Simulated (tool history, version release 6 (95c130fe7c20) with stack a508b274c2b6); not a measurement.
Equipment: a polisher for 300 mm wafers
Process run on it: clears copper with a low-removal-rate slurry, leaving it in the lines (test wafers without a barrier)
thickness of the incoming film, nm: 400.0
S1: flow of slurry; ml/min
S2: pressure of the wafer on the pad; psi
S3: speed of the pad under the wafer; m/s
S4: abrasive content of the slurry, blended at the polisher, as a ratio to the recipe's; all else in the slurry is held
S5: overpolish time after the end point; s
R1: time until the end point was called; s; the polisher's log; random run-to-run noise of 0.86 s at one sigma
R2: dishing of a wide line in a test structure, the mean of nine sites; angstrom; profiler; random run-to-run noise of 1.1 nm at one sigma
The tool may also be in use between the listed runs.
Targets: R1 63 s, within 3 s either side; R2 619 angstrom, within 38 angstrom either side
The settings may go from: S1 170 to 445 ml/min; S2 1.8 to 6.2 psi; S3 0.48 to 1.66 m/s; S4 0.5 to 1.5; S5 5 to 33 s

run  hour   S1   S2    S3    S4  S5      R1      R2
  1     0  285    4  1.06     1  17  100.39  338.18
  2   1.1  285  4.2  1.06     1  18  94.193  376.32
  3   6.5  285  4.4  1.06     1  19   92.81  396.76
  4    15  285  4.8  1.06     1  19   86.16  426.01
  5  17.4  285  3.9  1.06     1  19  101.78  375.27
  6  20.7  285  3.9  1.06  1.15  19  98.051  387.55
  7  21.3  285  4.2  1.06  1.15  19  91.306  398.18
  8  28.6  285  4.4  1.06  1.15  20  90.148  427.53
  9  30.5  285  5.5   1.1  1.15  22  70.671  505.12
 10  35.2  285  5.6   1.1  1.15  23  68.391  536.92
 11  43.4  285  5.7   1.1  1.15  23  66.298  546.05
 12  51.6  285  5.8   1.1  1.15  25  66.773  567.77

Which of these 5 next moves meets every target?
  A  59.8  275  5.5  1.02  1.15  22   ?   ?
  B  59.8  270  5.9  1.06  1.15  23   ?   ?
  C  59.8  265  5.5  1.18  1.35  29   ?   ?
  D  59.8  215  6.2  1.08  0.85  31   ?   ?
  E  59.8  280  5.6  1.06     1  29   ?   ?

move      R1      R2
   A  75.654  502.19
   B    68.6   543.8
   C  63.822  622.15
   D  70.287  618.69
   E  73.597  586.45
A: misses by more than the last run did
B: misses by more than the last run did
C: every result within its allowed miss
D: gets the furthest-off result to its target, but another result is out of tolerance
E: gets the furthest-off result to its target, but another result is out of tolerance
C is the move that brings every result within its allowed miss.
